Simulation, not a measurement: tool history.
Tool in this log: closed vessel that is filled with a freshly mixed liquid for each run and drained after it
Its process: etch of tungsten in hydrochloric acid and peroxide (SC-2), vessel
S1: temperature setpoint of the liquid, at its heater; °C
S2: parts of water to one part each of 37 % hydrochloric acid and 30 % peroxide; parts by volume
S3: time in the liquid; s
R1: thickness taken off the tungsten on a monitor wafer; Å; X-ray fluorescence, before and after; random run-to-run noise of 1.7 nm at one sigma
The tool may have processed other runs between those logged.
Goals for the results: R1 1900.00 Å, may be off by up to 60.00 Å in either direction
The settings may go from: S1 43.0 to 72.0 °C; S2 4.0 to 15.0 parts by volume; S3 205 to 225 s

run   hour    S1   S2   S3       R1
  1    0.0  59.0  8.5  205   718.16
  2    7.9  60.5  8.5  205   776.82
  3   12.3  60.5  8.5  205   767.63
  4   14.8  62.0  8.0  205   891.76
  5   20.5  57.5  8.0  205   672.49
  6   22.7  52.0  8.0  205   468.34
  7   29.4  60.0  6.5  205   923.94
  8   34.7  61.0  6.5  205   990.64
  9   41.0  62.0  6.5  205  1063.80
 10   48.9  63.0  6.5  205  1142.20
 11   55.3  64.0  6.5  205  1178.80
 12   59.9  65.0  6.5  205  1273.40
 13   66.4  65.5  6.5  205  1304.30
 14   69.0  66.0  6.5  205  1316.30
 15   70.7  66.5  6.5  205  1403.80
 16   76.3  67.0  6.5  205  1428.10
 17   84.4  67.5  6.5  205  1455.50
 18   85.3  68.0  6.5  205  1512.70
 19   92.8  68.0  6.5  205  1504.00
 20   99.9  68.5  6.5  205  1569.80
 21  108.5  69.0  6.5  205  1616.00
 22  116.4  69.5  6.5  205  1637.50
 23  120.0  70.0  6.5  205  1714.20
 24  128.7  71.0  6.5  205  1788.70

Of the 4 settings listed for the next run, only one would bring every result within its allowed miss of target. Which one?
  A  137.4  71.0  6.5  215   ?
  B  137.4  70.5  7.0  210   ?
  C  137.4  70.0  6.5  205   ?
  D  137.4  68.0  6.0  215   ?

move       R1
   A  1866.60
   B  1671.90
   C  1677.90
   D  1660.00
A: each result inside its tolerance
B: misses by more than the last run did
C: misses by more than the last run did
D: misses by more than the last run did
Answer: A

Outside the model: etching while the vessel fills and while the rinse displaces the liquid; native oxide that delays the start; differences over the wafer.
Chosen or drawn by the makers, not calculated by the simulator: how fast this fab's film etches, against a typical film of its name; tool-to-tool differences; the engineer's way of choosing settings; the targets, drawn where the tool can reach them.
